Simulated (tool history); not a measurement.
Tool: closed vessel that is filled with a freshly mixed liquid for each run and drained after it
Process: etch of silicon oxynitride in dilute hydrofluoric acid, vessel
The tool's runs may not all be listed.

| run | hour | temperature setpoint of the liquid (K) | parts of water to one part of 49 % hydrofluoric acid (parts by volume) | time in the liquid (s) | thickness taken off the silicon oxynitride on a monitor wafer (Å) |
|---|---|---|---|---|---|
| 1 | 0.0 | 296.15 | 105 | 505 | 231.10 |
| 2 | 1.6 | 297.15 | 100 | 505 | 255.55 |
| 3 | 4.1 | 299.15 | 100 | 505 | 282.51 |
| 4 | 6.4 | 299.15 | 85 | 505 | 334.51 |
| 5 | 9.6 | 299.15 | 85 | 540 | 357.11 |
| 6 | 10.8 | 299.65 | 85 | 540 | 367.03 |

The next listed run, before its measurement:
| 7 | 13.4 | 300.15 | 85 | 540 | ? |

{"run 7": {"thickness taken off the silicon oxynitride on a monitor wafer (Å)": 371.67}}
